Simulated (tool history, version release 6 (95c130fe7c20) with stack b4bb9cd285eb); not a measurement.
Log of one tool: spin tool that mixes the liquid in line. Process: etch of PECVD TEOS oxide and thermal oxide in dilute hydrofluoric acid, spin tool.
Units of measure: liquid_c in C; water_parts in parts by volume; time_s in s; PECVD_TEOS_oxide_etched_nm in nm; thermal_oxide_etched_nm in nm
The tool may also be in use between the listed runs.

| run | day | liquid_c | water_parts | time_s | PECVD_TEOS_oxide_etched_nm | thermal_oxide_etched_nm |
|---|---|---|---|---|---|---|
| 1 | 0 | 25 | 115 | 180 | 24.831 | 8.1436 |
| 2 | 0.138 | 23.5 | 115 | 180 | 22.8 | 7.7916 |
| 3 | 0.254 | 23.5 | 115 | 255 | 33.086 | 10.799 |
| 4 | 0.575 | 22 | 125 | 255 | 28.231 | 9.2282 |
| 5 | 0.675 | 21 | 130 | 255 | 25.847 | 8.4318 |
| 6 | 0.838 | 21 | 130 | 315 | 31.902 | 10.472 |
| 7 | 1.058 | 20 | 140 | 315 | 28.328 | 9.4468 |
| 8 | 1.292 | 19.5 | 145 | 315 | 26.863 | 8.8845 |
| 9 | 1.638 | 19 | 150 | 315 | 25.146 | 8.2739 |
| 10 | 1.808 | 18.5 | 155 | 315 | 23.901 | 7.9266 |
| 11 | 2.038 | 18 | 160 | 315 | 22.427 | 7.4012 |

Run 12 comes next. What will it give?
| 12 | 2.379 | 18 | 160 | 315 | ? | ? |

PECVD_TEOS_oxide_etched_nm: 21.93 nm
thermal_oxide_etched_nm: 7.4106 nm
